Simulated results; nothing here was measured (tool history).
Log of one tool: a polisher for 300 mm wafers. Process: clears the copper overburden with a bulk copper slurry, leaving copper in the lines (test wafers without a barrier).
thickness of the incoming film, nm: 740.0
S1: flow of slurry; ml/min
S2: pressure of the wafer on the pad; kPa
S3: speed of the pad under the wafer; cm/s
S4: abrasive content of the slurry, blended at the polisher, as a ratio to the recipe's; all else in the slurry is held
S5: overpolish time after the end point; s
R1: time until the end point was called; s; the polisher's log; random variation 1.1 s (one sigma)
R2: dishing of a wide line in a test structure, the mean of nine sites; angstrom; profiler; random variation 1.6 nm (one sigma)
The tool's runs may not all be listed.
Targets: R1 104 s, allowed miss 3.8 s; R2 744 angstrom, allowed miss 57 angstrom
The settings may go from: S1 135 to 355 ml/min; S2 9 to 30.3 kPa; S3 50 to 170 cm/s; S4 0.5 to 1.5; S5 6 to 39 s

run,day,S1,S2,S3,S4,S5,R1,R2
1,0,225,19.3,110,1,20,94.073,714.62
2,0.367,225,19.3,110,1,13,97.207,549.18
3,0.729,270,19.3,110,1,13,92.708,568.81
4,0.95,270,19.3,110,0.9,13,95.656,533.56
5,1.312,310,19.3,110,0.9,13,95.563,575.11
6,1.488,310,19.3,110,0.9,14,95.385,584.76
7,1.7,310,19.3,110,0.9,15,96.735,605.58
# day 1.762: worn pad replaced by a new one
8,1.762,310,19.3,110,0.9,16,87.217,677.21
9,1.817,295,18.6,110,0.9,17,90.195,692.47
10,2.092,290,17.9,110,0.9,17,91.55,655.89
11,2.208,300,15.2,106,0.9,27,112.07,738.43
12,2.425,300,15.9,106,0.9,26,108.65,744.56

Which of these 4 next moves meets every target?
A,2.642,310,16.5,96,0.9,28,?,?
B,2.642,330,11.7,122,1.1,35,?,?
C,2.642,285,18.6,88,0.75,31,?,?
D,2.642,265,17.2,98,1.05,26,?,?

move,R1,R2
A,110.68,762.78
B,119.6,755.42
C,111.58,808.18
D,102.35,769.09
A: further off than the last run
B: further off than the last run
C: further off than the last run
D: meets every target
The right move is D.

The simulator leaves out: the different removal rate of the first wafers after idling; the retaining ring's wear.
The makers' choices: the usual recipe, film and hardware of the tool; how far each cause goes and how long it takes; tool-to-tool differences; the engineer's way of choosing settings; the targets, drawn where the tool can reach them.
